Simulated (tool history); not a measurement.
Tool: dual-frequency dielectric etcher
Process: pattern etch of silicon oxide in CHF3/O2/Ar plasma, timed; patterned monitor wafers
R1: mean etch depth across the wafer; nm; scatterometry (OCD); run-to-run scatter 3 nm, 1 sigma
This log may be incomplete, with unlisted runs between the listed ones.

run 1 hour=0.0 | source_power_(kW)=0.540 bias_power_(kW)=0.223 etch_time_(s)=355.5 | R1=766.96
run 2 hour=8.6 | source_power_(kW)=0.510 bias_power_(kW)=0.218 etch_time_(s)=354.5 | R1=746.96
run 3 hour=12.2 | source_power_(kW)=0.570 bias_power_(kW)=0.218 etch_time_(s)=354.5 | R1=771.29
run 4 hour=14.6 | source_power_(kW)=0.540 bias_power_(kW)=0.210 etch_time_(s)=352.5 | R1=754.45
run 5 hour=18.7 | source_power_(kW)=0.540 bias_power_(kW)=0.210 etch_time_(s)=355.5 | R1=750.42
run 6 hour=22.1 | source_power_(kW)=0.510 bias_power_(kW)=0.204 etch_time_(s)=354.0 | R1=725.29
run 7 hour=23.0 | source_power_(kW)=0.490 bias_power_(kW)=0.201 etch_time_(s)=353.5 | R1=718.40
run 8 hour=25.6 | source_power_(kW)=0.470 bias_power_(kW)=0.197 etch_time_(s)=352.5 | R1=701.91

Predict the results of run 9:
run 9 hour=31.2 | source_power_(kW)=0.460 bias_power_(kW)=0.195 etch_time_(s)=352.0 | R1=?

R1: 694.36 nm

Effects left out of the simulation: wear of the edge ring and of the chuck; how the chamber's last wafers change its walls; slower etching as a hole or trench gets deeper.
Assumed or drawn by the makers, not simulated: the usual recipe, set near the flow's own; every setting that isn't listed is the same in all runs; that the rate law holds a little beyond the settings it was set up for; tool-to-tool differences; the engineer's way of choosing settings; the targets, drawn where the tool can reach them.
